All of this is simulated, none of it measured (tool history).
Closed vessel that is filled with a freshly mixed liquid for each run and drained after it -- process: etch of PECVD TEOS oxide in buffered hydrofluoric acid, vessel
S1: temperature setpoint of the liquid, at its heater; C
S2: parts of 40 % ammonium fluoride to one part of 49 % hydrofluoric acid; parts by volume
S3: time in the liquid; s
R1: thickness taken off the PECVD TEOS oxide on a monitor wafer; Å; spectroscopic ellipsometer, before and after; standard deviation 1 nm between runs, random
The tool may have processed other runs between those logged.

run  hour    S1   S2   S3      R1
  1     0    21  8.5  105  2198.1
  2   1.5    21  8.5  105  2204.8
  3   4.8    24  8.5  105    2586
  4  12.2  21.5  8.5  105  2221.3
  5  14.6    21  8.5  105  2178.5
  6    22    21  9.5  105  1954.3

Run 7, settings as shown, results not yet in. Your forecast:
  7  29.3  20.5  9.5  105   ?

{"run 7": {"R1": 1896.7}}

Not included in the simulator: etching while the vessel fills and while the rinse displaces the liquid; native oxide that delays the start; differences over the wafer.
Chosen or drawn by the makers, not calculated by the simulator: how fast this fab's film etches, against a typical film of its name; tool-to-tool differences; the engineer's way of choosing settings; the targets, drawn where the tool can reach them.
